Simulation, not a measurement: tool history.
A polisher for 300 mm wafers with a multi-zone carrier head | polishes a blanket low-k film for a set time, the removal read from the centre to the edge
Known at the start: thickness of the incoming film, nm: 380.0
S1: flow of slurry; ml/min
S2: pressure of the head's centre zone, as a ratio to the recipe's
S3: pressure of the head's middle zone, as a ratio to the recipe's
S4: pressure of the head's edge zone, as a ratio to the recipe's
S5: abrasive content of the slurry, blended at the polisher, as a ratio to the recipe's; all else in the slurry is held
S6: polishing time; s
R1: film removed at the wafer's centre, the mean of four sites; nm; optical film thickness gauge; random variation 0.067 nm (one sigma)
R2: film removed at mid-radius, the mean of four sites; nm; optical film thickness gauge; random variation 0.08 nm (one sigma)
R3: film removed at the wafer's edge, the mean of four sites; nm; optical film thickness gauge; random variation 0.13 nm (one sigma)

Run 1, hour 0: S1 185 ml/min, S2 1, S3 1, S4 1, S5 1, S6 31 s. Result: R1 8.7748 nm, R2 8.9269 nm, R3 8.717 nm.
Run 2, hour 2.7: S1 190 ml/min, S2 1.01, S3 1, S4 1.01, S5 1, S6 31 s. Result: R1 9.0553 nm, R2 9.0309 nm, R3 8.5007 nm.
Run 3, hour 3.7: S1 220 ml/min, S2 1.01, S3 1, S4 1.01, S5 1, S6 31 s. Result: R1 9.0695 nm, R2 9.3172 nm, R3 8.7064 nm.
Run 4, hour 9.9: S1 220 ml/min, S2 1.01, S3 1, S4 1.01, S5 0.8, S6 31 s. Result: R1 8.2772 nm, R2 8.4344 nm, R3 8.1112 nm.
Run 5, hour 17.8: S1 220 ml/min, S2 1.01, S3 1, S4 1.09, S5 0.8, S6 31 s. Result: R1 8.2762 nm, R2 8.3472 nm, R3 8.0262 nm.
Run 6, hour 25.8: S1 220 ml/min, S2 1.01, S3 1, S4 1.09, S5 0.8, S6 24 s. Result: R1 6.4164 nm, R2 6.4238 nm, R3 6.3111 nm.
Run 7, hour 31.7: S1 215 ml/min, S2 1.01, S3 0.99, S4 1.09, S5 0.9, S6 25 s. Result: R1 6.9691 nm, R2 7.0132 nm, R3 7.0692 nm.

Run 8 comes next. What will it give?
Run 8, hour 35.9: S1 220 ml/min, S2 1.02, S3 0.99, S4 1.09, S5 0.95, S6 25 s. Result: R1 ?, R2 ?, R3 ?.

R1: 7.3491 nm
R2: 7.32 nm
R3: 7.091 nm
